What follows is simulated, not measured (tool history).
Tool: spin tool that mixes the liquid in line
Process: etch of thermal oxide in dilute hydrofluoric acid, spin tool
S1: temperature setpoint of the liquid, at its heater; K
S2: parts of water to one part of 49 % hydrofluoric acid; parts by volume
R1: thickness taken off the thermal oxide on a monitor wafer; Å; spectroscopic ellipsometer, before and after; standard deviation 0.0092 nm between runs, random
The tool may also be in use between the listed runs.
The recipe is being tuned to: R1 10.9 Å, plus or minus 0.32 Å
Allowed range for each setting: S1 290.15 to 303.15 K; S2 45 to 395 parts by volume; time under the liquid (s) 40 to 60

run 1 hour=0 | S1=295.15 S2=220 time_under_the_liquid_(s)=60 | R1=12.605
run 2 hour=2.4 | S1=294.65 S2=220 time_under_the_liquid_(s)=60 | R1=12.247
run 3 hour=5.6 | S1=294.65 S2=220 time_under_the_liquid_(s)=60 | R1=12.295
run 4 hour=8.4 | S1=294.65 S2=175 time_under_the_liquid_(s)=60 | R1=16.211
run 5 hour=13.3 | S1=296.15 S2=175 time_under_the_liquid_(s)=60 | R1=16.975
run 6 hour=17 | S1=295.15 S2=180 time_under_the_liquid_(s)=60 | R1=15.947
run 7 hour=19.3 | S1=294.65 S2=185 time_under_the_liquid_(s)=60 | R1=15.278
run 8 hour=27.6 | S1=294.15 S2=190 time_under_the_liquid_(s)=60 | R1=14.333
run 9 hour=30.5 | S1=293.65 S2=195 time_under_the_liquid_(s)=60 | R1=13.574
run 10 hour=35.7 | S1=293.15 S2=195 time_under_the_liquid_(s)=60 | R1=13.424
run 11 hour=42.2 | S1=292.65 S2=195 time_under_the_liquid_(s)=60 | R1=13.022
run 12 hour=44.5 | S1=292.15 S2=195 time_under_the_liquid_(s)=60 | R1=12.772
run 13 hour=47 | S1=291.65 S2=195 time_under_the_liquid_(s)=60 | R1=12.759
run 14 hour=55.5 | S1=291.65 S2=200 time_under_the_liquid_(s)=60 | R1=12.171
run 15 hour=61.1 | S1=290.65 S2=205 time_under_the_liquid_(s)=60 | R1=11.437

5 candidate next runs follow, results not yet known. Just one meets every target within its allowed miss. Identify it.
run A hour=66.7 | S1=290.65 S2=215 time_under_the_liquid_(s)=60 | R1=?
run B hour=66.7 | S1=290.65 S2=200 time_under_the_liquid_(s)=60 | R1=?
run C hour=66.7 | S1=291.15 S2=205 time_under_the_liquid_(s)=60 | R1=?
run D hour=66.7 | S1=290.15 S2=160 time_under_the_liquid_(s)=40 | R1=?
run E hour=66.7 | S1=290.15 S2=195 time_under_the_liquid_(s)=60 | R1=?

move=A R1=10.792
move=B R1=11.762
move=C R1=11.65
move=D R1=9.9754
move=E R1=11.881
A: in spec on every target
B: further off than the last run
C: further off than the last run
D: carries the result that was furthest off beyond its target, to the other side
E: further off than the last run
A meets every target.
